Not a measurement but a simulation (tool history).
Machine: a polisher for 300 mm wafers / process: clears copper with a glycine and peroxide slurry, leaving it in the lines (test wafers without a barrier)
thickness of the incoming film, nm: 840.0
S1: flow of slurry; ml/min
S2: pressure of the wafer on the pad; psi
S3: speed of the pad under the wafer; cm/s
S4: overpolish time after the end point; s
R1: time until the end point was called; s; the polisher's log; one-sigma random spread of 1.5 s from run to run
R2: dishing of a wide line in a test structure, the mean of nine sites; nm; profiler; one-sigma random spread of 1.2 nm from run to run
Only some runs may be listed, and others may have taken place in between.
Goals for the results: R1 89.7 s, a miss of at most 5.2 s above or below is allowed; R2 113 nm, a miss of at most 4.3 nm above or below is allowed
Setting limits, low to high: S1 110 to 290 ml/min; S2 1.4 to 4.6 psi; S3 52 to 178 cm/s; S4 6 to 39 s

Run 1, hour 0: S1 185 ml/min, S2 3 psi, S3 114 cm/s, S4 20 s. Result: R1 134.71 s, R2 73.095 nm.
Run 2, hour 2.7: S1 185 ml/min, S2 3.3 psi, S3 114 cm/s, S4 21 s. Result: R1 130.94 s, R2 82.64 nm.
Run 3, hour 10.2: S1 190 ml/min, S2 3.6 psi, S3 118 cm/s, S4 20 s. Result: R1 116.9 s, R2 86.314 nm.
Run 4, hour 10.8: S1 190 ml/min, S2 3.8 psi, S3 120 cm/s, S4 20 s. Result: R1 108.71 s, R2 87.968 nm.
Run 5, hour 15.5: S1 190 ml/min, S2 3.8 psi, S3 108 cm/s, S4 20 s. Result: R1 114.32 s, R2 84.301 nm.
Run 6, hour 23.6: S1 190 ml/min, S2 4 psi, S3 112 cm/s, S4 21 s. Result: R1 108.09 s, R2 91.593 nm.
Run 7, hour 26.9: S1 190 ml/min, S2 4.1 psi, S3 114 cm/s, S4 21 s. Result: R1 105.39 s, R2 93.645 nm.
At hour 29.4: head pressure recalibrated.
Run 8, hour 29.4: S1 195 ml/min, S2 4.6 psi, S3 120 cm/s, S4 23 s. Result: R1 86.202 s, R2 115.17 nm.

Which single option among these 5 for the next run brings every result within its allowed miss of target? Just one does.
Run A, hour 31.9: S1 285 ml/min, S2 4.1 psi, S3 118 cm/s, S4 24 s. Result: R1 ?, R2 ?.
Run B, hour 31.9: S1 270 ml/min, S2 3.5 psi, S3 136 cm/s, S4 30 s. Result: R1 ?, R2 ?.
Run C, hour 31.9: S1 185 ml/min, S2 4.6 psi, S3 128 cm/s, S4 19 s. Result: R1 ?, R2 ?.
Run D, hour 31.9: S1 225 ml/min, S2 4.6 psi, S3 132 cm/s, S4 22 s. Result: R1 ?, R2 ?.
Run E, hour 31.9: S1 165 ml/min, S2 4.6 psi, S3 132 cm/s, S4 20 s. Result: R1 ?, R2 ?.

move      R1      R2
   A  89.922  113.75
   B  92.687  123.23
   C   80.58  106.41
   D  76.503  118.98
   E  80.149  109.94
A: all results land within tolerance of their targets
B: puts the biggest miss on target and leaves a different result outside tolerance
C: moves away from the targets compared with the last run
D: moves away from the targets compared with the last run
E: moves away from the targets compared with the last run
A meets every target.
